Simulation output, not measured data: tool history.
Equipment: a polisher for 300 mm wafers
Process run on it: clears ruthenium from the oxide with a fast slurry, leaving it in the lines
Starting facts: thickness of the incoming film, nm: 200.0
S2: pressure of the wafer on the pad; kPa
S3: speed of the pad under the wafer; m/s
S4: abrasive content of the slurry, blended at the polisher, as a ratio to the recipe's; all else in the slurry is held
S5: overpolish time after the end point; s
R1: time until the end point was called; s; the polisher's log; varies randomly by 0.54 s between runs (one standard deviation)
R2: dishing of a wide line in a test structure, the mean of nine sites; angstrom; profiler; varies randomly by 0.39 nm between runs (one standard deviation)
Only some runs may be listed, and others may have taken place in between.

{"run": 1, "day": 0.0, "flow of slurry (ml/min)": 300, "S2": 23.4, "S3": 0.9, "S4": 1, "S5": 29, "R1": 44.05, "R2": 256.98}
{"run": 2, "day": 0.162, "flow of slurry (ml/min)": 300, "S2": 23.4, "S3": 0.9, "S4": 1, "S5": 39, "R1": 43.054, "R2": 276.16}
{"run": 3, "day": 0.383, "flow of slurry (ml/min)": 300, "S2": 29, "S3": 0.9, "S4": 1, "S5": 39, "R1": 35.517, "R2": 262.77}
{"run": 4, "day": 0.683, "flow of slurry (ml/min)": 300, "S2": 28.3, "S3": 0.86, "S4": 1, "S5": 33, "R1": 37.906, "R2": 269.18}
{"run": 5, "day": 0.792, "flow of slurry (ml/min)": 300, "S2": 28.3, "S3": 0.86, "S4": 1.2, "S5": 33, "R1": 34.782, "R2": 270.98}
{"run": 6, "day": 0.862, "flow of slurry (ml/min)": 300, "S2": 28.3, "S3": 0.86, "S4": 1.05, "S5": 33, "R1": 36.454, "R2": 262.43}
{"run": 7, "day": 0.912, "flow of slurry (ml/min)": 305, "S2": 27.6, "S3": 0.84, "S4": 0.95, "S5": 28, "R1": 40.891, "R2": 257.09}
{"run": 8, "day": 1.108, "flow of slurry (ml/min)": 310, "S2": 26.9, "S3": 0.84, "S4": 0.85, "S5": 24, "R1": 44.74, "R2": 263.98}
{"run": 9, "day": 1.167, "flow of slurry (ml/min)": 225, "S2": 20, "S3": 0.76, "S4": 1.1, "S5": 35, "R1": 59.17, "R2": 265.19}
{"run": 10, "day": 1.392, "flow of slurry (ml/min)": 215, "S2": 20.7, "S3": 0.76, "S4": 1.05, "S5": 30, "R1": 58.432, "R2": 262.17}
{"run": 11, "day": 1.758, "flow of slurry (ml/min)": 230, "S2": 20.7, "S3": 0.76, "S4": 1.05, "S5": 26, "R1": 58.071, "R2": 257.88}
{"run": 12, "day": 1.796, "flow of slurry (ml/min)": 230, "S2": 20.7, "S3": 0.76, "S4": 1.05, "S5": 23, "R1": 57.842, "R2": 251.18}

Expected results for the next run?
{"run": 13, "day": 2.062, "flow of slurry (ml/min)": 230, "S2": 20.7, "S3": 0.76, "S4": 1.05, "S5": 20, "R1": "?", "R2": "?"}

R1: 57.171 s
R2: 248.36 angstrom
